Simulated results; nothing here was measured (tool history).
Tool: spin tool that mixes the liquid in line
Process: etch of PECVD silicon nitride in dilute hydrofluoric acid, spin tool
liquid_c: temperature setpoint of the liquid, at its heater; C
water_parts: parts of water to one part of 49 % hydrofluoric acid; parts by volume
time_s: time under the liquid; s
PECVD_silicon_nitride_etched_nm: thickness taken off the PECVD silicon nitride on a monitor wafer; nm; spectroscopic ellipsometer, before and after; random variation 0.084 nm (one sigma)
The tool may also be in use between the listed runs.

run,hour,liquid_c,water_parts,time_s,PECVD_silicon_nitride_etched_nm
1,0,25,200,285,4.0274
2,8.9,25.5,200,285,3.9864
3,12.1,25.5,265,285,2.9681
4,20.4,26.5,260,285,3.2957
5,26.3,24.5,260,285,2.9435
6,29.4,24.5,295,285,2.616
7,30.6,28.5,215,290,4.6318
8,32.9,29,215,290,4.7059

What will run 9 give?
9,34.4,29,215,290,?

PECVD_silicon_nitride_etched_nm: 4.7362 nm
